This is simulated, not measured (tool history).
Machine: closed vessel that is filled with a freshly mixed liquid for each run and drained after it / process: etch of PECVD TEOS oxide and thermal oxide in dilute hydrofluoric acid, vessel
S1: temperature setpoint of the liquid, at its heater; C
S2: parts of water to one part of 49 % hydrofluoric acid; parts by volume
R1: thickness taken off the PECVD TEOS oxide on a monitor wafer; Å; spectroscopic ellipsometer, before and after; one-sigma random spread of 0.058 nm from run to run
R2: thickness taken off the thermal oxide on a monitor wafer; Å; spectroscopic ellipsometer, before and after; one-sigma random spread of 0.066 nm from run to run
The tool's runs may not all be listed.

Run 1, day 0.000: S1 26.0 C, S2 245 parts by volume, time in the liquid (s) 165. Result: R1 66.301 Å, R2 28.707 Å.
Run 2, day 0.212: S1 28.0 C, S2 230 parts by volume, time in the liquid (s) 165. Result: R1 77.035 Å, R2 33.444 Å.
Run 3, day 0.258: S1 28.0 C, S2 165 parts by volume, time in the liquid (s) 165. Result: R1 116.150 Å, R2 51.333 Å.
Run 4, day 0.333: S1 31.0 C, S2 165 parts by volume, time in the liquid (s) 165. Result: R1 129.070 Å, R2 56.235 Å.
Run 5, day 0.629: S1 31.0 C, S2 165 parts by volume, time in the liquid (s) 115. Result: R1 90.383 Å, R2 38.973 Å.
Run 6, day 0.700: S1 31.0 C, S2 125 parts by volume, time in the liquid (s) 115. Result: R1 125.660 Å, R2 54.424 Å.
Run 7, day 1.008: S1 30.0 C, S2 125 parts by volume, time in the liquid (s) 115. Result: R1 122.530 Å, R2 50.949 Å.
Run 8, day 1.175: S1 31.5 C, S2 150 parts by volume, time in the liquid (s) 115. Result: R1 102.600 Å, R2 44.233 Å.

What will run 9 give?
Run 9, day 1.221: S1 32.5 C, S2 130 parts by volume, time in the liquid (s) 115. Result: R1 ?, R2 ?.

Run 9 came out at R1 125.940 Å, R2 54.859 Å.
